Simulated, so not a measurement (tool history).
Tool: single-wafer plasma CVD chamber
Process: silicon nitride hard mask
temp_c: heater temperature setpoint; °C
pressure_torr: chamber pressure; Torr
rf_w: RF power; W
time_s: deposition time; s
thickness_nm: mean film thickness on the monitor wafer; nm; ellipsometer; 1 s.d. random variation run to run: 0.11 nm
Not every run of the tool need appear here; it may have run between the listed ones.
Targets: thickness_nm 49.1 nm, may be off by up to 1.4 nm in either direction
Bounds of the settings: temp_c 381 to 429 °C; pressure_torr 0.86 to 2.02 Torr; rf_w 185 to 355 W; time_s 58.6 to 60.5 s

run  hour  temp_c  pressure_torr  rf_w  time_s  thickness_nm
  1     0     405           1.44   270    58.6        60.335
  2   7.3     405           1.36   260    58.6        57.574
  3  10.7     405           1.36   295    58.6        64.231
  4  13.4     405           1.21   295    58.6        61.908
  5    20     405           1.15   285    58.6        59.675
  6    23     405           1.39   285    58.6        62.878
  7  31.2     405           1.31   275    58.6        59.897
     37.4  -- RF generator calibrated
  8  37.4     405           1.25   265    58.6        59.168
  9  42.4     406           1.18   250    58.6        55.254
 10  49.9     406           0.89   230    58.6        47.177
 11  56.2     406           0.91   230    58.6        47.336

Which single option among these 4 for the next run brings every result within its allowed miss of target? Just one does.
  A  62.5     409           1.14   205    59.2             ?
  B  62.5     399           0.86   225      59             ?
  C  62.5     408           1.14   225    58.6             ?
  D  62.5     407           1.24   200    60.5             ?

move  thickness_nm
   A        45.799
   B        46.038
   C        49.568
   D        46.794
A: the biggest miss grows against the last run
B: the biggest miss grows against the last run
C: meets every target
D: the biggest miss grows against the last run
Move C is the one to make.
